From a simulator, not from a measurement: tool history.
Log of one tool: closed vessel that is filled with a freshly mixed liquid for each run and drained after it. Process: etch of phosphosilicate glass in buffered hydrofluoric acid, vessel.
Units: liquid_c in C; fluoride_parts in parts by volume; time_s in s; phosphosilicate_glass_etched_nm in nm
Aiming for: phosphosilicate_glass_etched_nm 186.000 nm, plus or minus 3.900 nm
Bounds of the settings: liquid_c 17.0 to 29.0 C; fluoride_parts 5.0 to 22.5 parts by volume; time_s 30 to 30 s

run,hour,liquid_c,fluoride_parts,time_s,phosphosilicate_glass_etched_nm
1,0.0,21.0,13.5,30,79.502
2,5.1,21.0,13.5,30,79.956
3,8.0,23.0,13.5,30,88.780
4,12.7,23.0,11.0,30,108.520
5,14.0,24.0,10.5,30,119.160
6,22.3,24.0,10.5,30,119.600
7,31.1,24.5,10.0,30,128.520
8,33.0,25.0,10.0,30,131.940
9,40.6,29.0,8.0,30,200.040
10,47.2,28.5,8.0,30,194.010

Next run, 4 choices. One meets every target within its allowed miss, the rest don't. Which?
A,53.8,27.5,8.0,30,?
B,53.8,29.0,8.0,30,?
C,53.8,27.5,7.5,30,?
D,53.8,28.0,7.5,30,?

move,phosphosilicate_glass_etched_nm
A,184.030
B,199.250
C,197.320
D,202.640
A: each result inside its tolerance
B: misses by more than the last run did
C: misses by more than the last run did
D: misses by more than the last run did
Move A is the one to make.
